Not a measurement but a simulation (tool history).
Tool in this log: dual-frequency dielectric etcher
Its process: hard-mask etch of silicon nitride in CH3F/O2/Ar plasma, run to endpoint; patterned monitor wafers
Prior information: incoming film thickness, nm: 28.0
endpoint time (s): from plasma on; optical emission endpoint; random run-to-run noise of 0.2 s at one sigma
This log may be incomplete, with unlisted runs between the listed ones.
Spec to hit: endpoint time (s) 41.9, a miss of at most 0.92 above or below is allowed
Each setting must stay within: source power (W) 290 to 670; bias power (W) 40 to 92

run  hour  source power (W)  bias power (W)  endpoint time (s)
  1     0               480              66              36.41
  2     1               480              74             35.645
  3   8.9               460              73             36.196
  4  11.8               400              73              38.54
  5    14               480              73              35.48
  6  16.6               460              73               36.4
  7  21.6               450              73              36.51
  8  27.2               440              73             36.974

4 candidate next runs follow, results not yet known. Just one meets every target within its allowed miss. Identify it.
  A  32.8               290              66                  ?
  B  32.8               350              67                  ?
  C  32.8               390              64                  ?
  D  32.8               390              66                  ?

move  endpoint time (s)
   A             45.259
   B             41.555
   C             40.092
   D             39.811
A: takes the result that was furthest off past its target
B: each result inside its tolerance
C: an improvement on the last run, though not all results are within tolerance
D: an improvement on the last run, though not all results are within tolerance
The move that meets every target is B.

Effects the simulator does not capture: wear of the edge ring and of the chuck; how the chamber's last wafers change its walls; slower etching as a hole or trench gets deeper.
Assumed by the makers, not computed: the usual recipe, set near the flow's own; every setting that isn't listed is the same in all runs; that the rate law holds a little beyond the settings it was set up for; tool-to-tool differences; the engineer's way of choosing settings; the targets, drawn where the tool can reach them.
